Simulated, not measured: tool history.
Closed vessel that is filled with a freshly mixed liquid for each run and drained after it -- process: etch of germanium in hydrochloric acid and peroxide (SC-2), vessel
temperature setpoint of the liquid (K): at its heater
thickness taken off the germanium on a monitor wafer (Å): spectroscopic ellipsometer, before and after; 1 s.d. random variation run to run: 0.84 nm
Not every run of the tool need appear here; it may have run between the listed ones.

run,hour,temperature setpoint of the liquid (K),parts of water to one part each of 37 % hydrochloric acid and 30 % peroxide (parts by volume),time in the liquid (s),thickness taken off the germanium on a monitor wafer (Å)
1,0.0,329.15,7.0,100,2157.2
2,1.1,329.15,9.0,100,2090.2
3,4.7,329.15,9.0,105,2211.1
4,13.5,329.15,7.0,105,2277.6
5,14.5,329.15,8.0,105,2241.1
6,19.7,327.15,8.0,105,2101.9
7,26.0,325.65,8.0,105,2013.1
8,34.6,324.65,8.0,105,1937.4
9,42.0,324.15,8.0,105,1926.9
10,43.0,324.15,8.0,105,1907.6

Run 11 is up next; what results do you expect?
11,44.4,323.65,8.0,105,?

{"run 11": {"thickness taken off the germanium on a monitor wafer (Å)": 1883.4}}

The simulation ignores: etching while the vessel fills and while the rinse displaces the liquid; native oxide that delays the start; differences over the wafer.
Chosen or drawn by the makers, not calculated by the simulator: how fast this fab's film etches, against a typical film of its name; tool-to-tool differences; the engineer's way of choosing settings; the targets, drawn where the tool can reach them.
